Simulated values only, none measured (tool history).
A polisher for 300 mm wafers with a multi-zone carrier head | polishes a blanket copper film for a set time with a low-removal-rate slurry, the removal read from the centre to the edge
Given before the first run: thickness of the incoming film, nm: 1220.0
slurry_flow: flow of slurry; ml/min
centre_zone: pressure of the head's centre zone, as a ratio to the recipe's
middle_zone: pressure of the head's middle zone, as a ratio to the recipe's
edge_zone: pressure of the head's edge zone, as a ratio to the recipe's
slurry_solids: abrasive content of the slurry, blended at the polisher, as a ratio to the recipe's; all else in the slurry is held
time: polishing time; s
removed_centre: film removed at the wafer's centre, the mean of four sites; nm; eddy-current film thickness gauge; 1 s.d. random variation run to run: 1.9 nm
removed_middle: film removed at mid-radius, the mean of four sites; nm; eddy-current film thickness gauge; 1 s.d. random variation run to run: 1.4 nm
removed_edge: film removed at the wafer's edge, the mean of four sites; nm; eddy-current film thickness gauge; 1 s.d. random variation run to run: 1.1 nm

Run 1, day 0: slurry_flow 260 ml/min, centre_zone 1, middle_zone 1, edge_zone 1, slurry_solids 1, time 75 s. Result: removed_centre 170.15 nm, removed_middle 172.93 nm, removed_edge 172.33 nm.
Run 2, day 0.296: slurry_flow 260 ml/min, centre_zone 1, middle_zone 1, edge_zone 1, slurry_solids 1, time 92 s. Result: removed_centre 211.11 nm, removed_middle 207.21 nm, removed_edge 208.28 nm.
Run 3, day 0.479: slurry_flow 255 ml/min, centre_zone 1, middle_zone 0.98, edge_zone 0.99, slurry_solids 0.95, time 88 s. Result: removed_centre 191.69 nm, removed_middle 194.18 nm, removed_edge 194.82 nm.
Run 4, day 0.625: slurry_flow 255 ml/min, centre_zone 0.95, middle_zone 0.98, edge_zone 0.99, slurry_solids 0.95, time 88 s. Result: removed_centre 189.88 nm, removed_middle 193.9 nm, removed_edge 198.85 nm.
Run 5, day 0.754: slurry_flow 255 ml/min, centre_zone 0.95, middle_zone 1.02, edge_zone 0.99, slurry_solids 0.95, time 88 s. Result: removed_centre 188.17 nm, removed_middle 197.17 nm, removed_edge 196.72 nm.
Run 6, day 0.838: slurry_flow 255 ml/min, centre_zone 0.98, middle_zone 1, edge_zone 1, slurry_solids 0.9, time 84 s. Result: removed_centre 181.39 nm, removed_middle 189.62 nm, removed_edge 186.8 nm.

What does the tool deliver on the next run?
Run 7, day 0.954: slurry_flow 255 ml/min, centre_zone 0.99, middle_zone 0.98, edge_zone 0.99, slurry_solids 0.95, time 80 s. Result: removed_centre ?, removed_middle ?, removed_edge ?.

Run 7 produced removed_centre 174.65 nm, removed_middle 173.89 nm, removed_edge 179.09 nm.

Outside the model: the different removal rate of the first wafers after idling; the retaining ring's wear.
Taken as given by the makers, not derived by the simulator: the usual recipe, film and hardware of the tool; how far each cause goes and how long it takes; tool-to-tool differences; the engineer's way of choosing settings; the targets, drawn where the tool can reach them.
